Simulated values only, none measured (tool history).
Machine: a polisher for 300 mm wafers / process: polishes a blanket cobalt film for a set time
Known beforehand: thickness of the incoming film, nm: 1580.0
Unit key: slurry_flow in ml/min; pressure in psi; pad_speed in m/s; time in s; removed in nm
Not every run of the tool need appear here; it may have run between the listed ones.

Run 1, hour 0.0: slurry_flow 305 ml/min, pressure 1.4 psi, pad_speed 0.86 m/s, time 93 s. Result: removed 311.87 nm.
Run 2, hour 7.5: slurry_flow 305 ml/min, pressure 1.2 psi, pad_speed 0.86 m/s, time 93 s. Result: removed 270.92 nm.
Run 3, hour 14.7: slurry_flow 305 ml/min, pressure 1.2 psi, pad_speed 0.86 m/s, time 98 s. Result: removed 288.33 nm.
Run 4, hour 18.5: slurry_flow 305 ml/min, pressure 1.4 psi, pad_speed 0.86 m/s, time 98 s. Result: removed 332.14 nm.
Run 5, hour 25.5: slurry_flow 305 ml/min, pressure 1.6 psi, pad_speed 0.86 m/s, time 98 s. Result: removed 378.36 nm.
Run 6, hour 34.1: slurry_flow 365 ml/min, pressure 1.6 psi, pad_speed 0.86 m/s, time 98 s. Result: removed 389.62 nm.
Run 7, hour 34.7: slurry_flow 370 ml/min, pressure 1.7 psi, pad_speed 0.86 m/s, time 98 s. Result: removed 406.47 nm.
Run 8, hour 37.3: slurry_flow 370 ml/min, pressure 1.8 psi, pad_speed 0.86 m/s, time 98 s. Result: removed 430.76 nm.
Run 9, hour 38.0: slurry_flow 370 ml/min, pressure 1.9 psi, pad_speed 0.86 m/s, time 98 s. Result: removed 464.35 nm.

Expected results for the next run?
Run 10, hour 42.8: slurry_flow 370 ml/min, pressure 2.0 psi, pad_speed 0.86 m/s, time 98 s. Result: removed ?.

Run 10 measured removed 473.14 nm.
